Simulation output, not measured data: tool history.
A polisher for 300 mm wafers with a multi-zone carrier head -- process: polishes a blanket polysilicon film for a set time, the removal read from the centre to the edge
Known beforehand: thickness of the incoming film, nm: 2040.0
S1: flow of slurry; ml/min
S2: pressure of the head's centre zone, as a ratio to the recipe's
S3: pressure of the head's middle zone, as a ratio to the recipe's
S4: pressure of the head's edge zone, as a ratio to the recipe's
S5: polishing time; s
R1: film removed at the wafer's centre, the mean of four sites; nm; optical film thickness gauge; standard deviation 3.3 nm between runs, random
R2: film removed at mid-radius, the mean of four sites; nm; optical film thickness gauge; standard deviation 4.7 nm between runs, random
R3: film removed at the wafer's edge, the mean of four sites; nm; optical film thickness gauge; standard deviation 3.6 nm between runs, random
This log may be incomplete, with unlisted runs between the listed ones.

run 1 hour=0 | S1=300 S2=1 S3=1 S4=1 S5=43 | R1=237.58 R2=244.24 R3=240.17
run 2 hour=3.9 | S1=300 S2=0.97 S3=1 S4=1 S5=43 | R1=229.71 R2=238.62 R3=241.96
run 3 hour=8.9 | S1=255 S2=0.97 S3=1 S4=1 S5=43 | R1=226.7 R2=235.38 R3=234.61
run 4 hour=17 | S1=200 S2=0.97 S3=1 S4=1 S5=43 | R1=215.88 R2=227.4 R3=226.06
run 5 hour=22.9 | S1=200 S2=0.97 S3=1 S4=1 S5=39 | R1=193.11 R2=206.7 R3=211.92
run 6 hour=24.6 | S1=245 S2=0.97 S3=1.02 S4=1.05 S5=44 | R1=226.35 R2=242.37 R3=247.78
run 7 hour=30.4 | S1=285 S2=1.01 S3=1.05 S4=1.09 S5=47 | R1=253.72 R2=274.59 R3=271.16

Run 8, settings as shown, results not yet in. Your forecast:
run 8 hour=32.9 | S1=310 S2=1.03 S3=1.05 S4=1.11 S5=49 | R1=? R2=? R3=?

{"run 8": {"R1": 279.3, "R2": 288.25, "R3": 296.93}}
